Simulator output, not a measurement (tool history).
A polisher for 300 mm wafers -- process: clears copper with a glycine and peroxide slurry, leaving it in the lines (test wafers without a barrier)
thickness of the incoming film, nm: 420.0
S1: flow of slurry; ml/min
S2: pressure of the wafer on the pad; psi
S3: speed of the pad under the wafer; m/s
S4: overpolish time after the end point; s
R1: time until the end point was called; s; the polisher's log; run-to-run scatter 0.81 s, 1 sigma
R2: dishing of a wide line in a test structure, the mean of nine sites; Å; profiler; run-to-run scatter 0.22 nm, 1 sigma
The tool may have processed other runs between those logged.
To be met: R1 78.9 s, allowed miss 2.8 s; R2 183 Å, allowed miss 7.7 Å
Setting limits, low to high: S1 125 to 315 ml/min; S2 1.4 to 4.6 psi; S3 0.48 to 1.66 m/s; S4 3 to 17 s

run,hour,S1,S2,S3,S4,R1,R2
1,0,205,3,1.06,9,67.676,365.84
2,8.3,205,3,1.06,11,67.125,438.45
3,11.9,205,2.4,1.06,11,77.834,376.23
4,14.5,205,2.1,1.06,11,84.437,351.15
5,17.9,180,2.1,1.06,11,86.795,348.02
6,21.3,180,2.1,0.94,11,92.606,326.86
7,22.8,195,2.3,0.96,9,86.266,292.06
8,26.9,210,2.3,0.98,7,83.933,238.8
9,31.7,220,2.3,1,6,83.591,211.85
10,36.6,225,2.5,1.02,4,77.394,155.16
11,39.1,225,2.5,1,4,78.632,150.36

Which single option among these 5 for the next run brings every result within its allowed miss of target? Just one does.
A,41.6,245,2.6,0.98,3,?,?
B,41.6,230,2.6,0.98,3,?,?
C,41.6,200,2.6,1,3,?,?
D,41.6,210,2.7,0.94,6,?,?
E,41.6,180,2.7,0.96,5,?,?

move,R1,R2
A,76.443,115.06
B,77.03,114.21
C,77.434,113.63
D,78.343,218.32
E,79.067,182.09
A: misses by more than the last run did
B: misses by more than the last run did
C: misses by more than the last run did
D: carries the result that was furthest off beyond its target, to the other side
E: all results in spec
So the answer is move E, the one that meets all the targets.
